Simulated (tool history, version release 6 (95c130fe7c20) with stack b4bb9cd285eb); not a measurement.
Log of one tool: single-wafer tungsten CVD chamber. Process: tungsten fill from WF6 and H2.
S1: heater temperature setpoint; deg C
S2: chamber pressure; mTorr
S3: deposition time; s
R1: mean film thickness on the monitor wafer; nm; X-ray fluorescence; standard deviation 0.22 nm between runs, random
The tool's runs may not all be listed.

run	hour	S1	S2	S3	R1
1	0	370	40200	36.6	61.084
2	8.9	371	40200	36.6	62.708
3	13.3	371	33800	36.6	58.7
4	20.3	372	33800	36.6	60.04
5	27.4	373	33800	36.6	61.889
6	31.2	373	30300	36.6	59.166

Run 7 has not been measured yet. What should we expect?
7	34.8	373	30300	36.6	?

Run 7 produced R1 58.718 nm.

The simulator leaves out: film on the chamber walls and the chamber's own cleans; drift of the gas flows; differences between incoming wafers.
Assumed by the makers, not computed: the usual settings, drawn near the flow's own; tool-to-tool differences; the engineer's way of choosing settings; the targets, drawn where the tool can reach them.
